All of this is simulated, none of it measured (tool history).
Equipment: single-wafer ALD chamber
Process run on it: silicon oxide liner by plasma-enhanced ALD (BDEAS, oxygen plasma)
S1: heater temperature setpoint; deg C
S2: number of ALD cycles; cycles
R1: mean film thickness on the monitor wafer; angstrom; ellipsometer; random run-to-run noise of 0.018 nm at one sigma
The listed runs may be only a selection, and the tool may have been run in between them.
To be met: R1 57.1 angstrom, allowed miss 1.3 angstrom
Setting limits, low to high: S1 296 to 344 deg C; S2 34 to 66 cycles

run,hour,S1,S2,R1
1,0,320,50,46.327
2,6.8,320,46,42.375
3,10.2,320,50,46.111
4,18.9,319,53,49.023
5,20.6,319,55,50.837
6,23.6,319,57,52.609
7,28.1,319,58,53.73
8,34.4,319,59,54.869
9,42.8,319,60,55.696

Next run, 4 choices. One meets every target within its allowed miss, the rest don't. Which?
A,51.2,319,58,?
B,51.2,318,62,?
C,51.2,310,56,?
D,51.2,323,59,?

move,R1
A,53.522
B,57.307
C,52.437
D,54.088
A: moves away from the targets compared with the last run
B: every result lands within tolerance
C: moves away from the targets compared with the last run
D: moves away from the targets compared with the last run
Move B is the one to make.

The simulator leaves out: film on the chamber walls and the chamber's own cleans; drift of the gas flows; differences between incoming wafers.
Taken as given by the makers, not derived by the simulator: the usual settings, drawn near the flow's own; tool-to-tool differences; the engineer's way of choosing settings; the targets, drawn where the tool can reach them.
